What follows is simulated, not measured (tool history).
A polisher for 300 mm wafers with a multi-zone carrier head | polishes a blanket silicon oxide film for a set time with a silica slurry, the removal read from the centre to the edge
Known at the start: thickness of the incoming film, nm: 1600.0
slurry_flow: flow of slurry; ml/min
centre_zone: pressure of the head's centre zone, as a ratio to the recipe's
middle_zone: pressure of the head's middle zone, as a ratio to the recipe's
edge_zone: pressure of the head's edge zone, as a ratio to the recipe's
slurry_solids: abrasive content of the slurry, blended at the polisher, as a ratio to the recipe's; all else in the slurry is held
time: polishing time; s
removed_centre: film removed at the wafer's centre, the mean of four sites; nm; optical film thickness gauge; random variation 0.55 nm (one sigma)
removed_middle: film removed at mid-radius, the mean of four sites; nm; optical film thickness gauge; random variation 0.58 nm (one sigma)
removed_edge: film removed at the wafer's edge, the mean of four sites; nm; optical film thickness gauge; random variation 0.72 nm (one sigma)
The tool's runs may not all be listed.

run    day  slurry_flow  centre_zone  middle_zone  edge_zone  slurry_solids  time  removed_centre  removed_middle  removed_edge
  1      0          295            1            1          1              1    33          100.06           100.2        99.418
  2  0.225          295            1         1.06          1              1    33          101.77          101.77        99.315
  3  0.329          290         0.99         1.04       1.01            0.9    30          87.193          91.114        89.841
  4  0.496          290         0.99         1.08       1.01            0.9    30          86.834          92.196        87.931
  5  0.683          290         1.04         1.08       1.01            0.9    30           90.21          95.232        86.546
  6  0.821          290         1.04         1.08       1.01           1.05    30          97.154            99.7        93.908
  7  0.975          260         0.94         0.98       1.06            0.8    20           52.84          55.464          58.1
  8  1.267          260         0.94         0.97       1.05           0.75    20          52.526          52.546        55.723

Forecast run 9:
  9  1.483          255         0.93         0.97       1.04           0.75    20               ?               ?             ?

Run 9 gave removed_centre 50.071 nm, removed_middle 53.912 nm, removed_edge 56.563 nm.
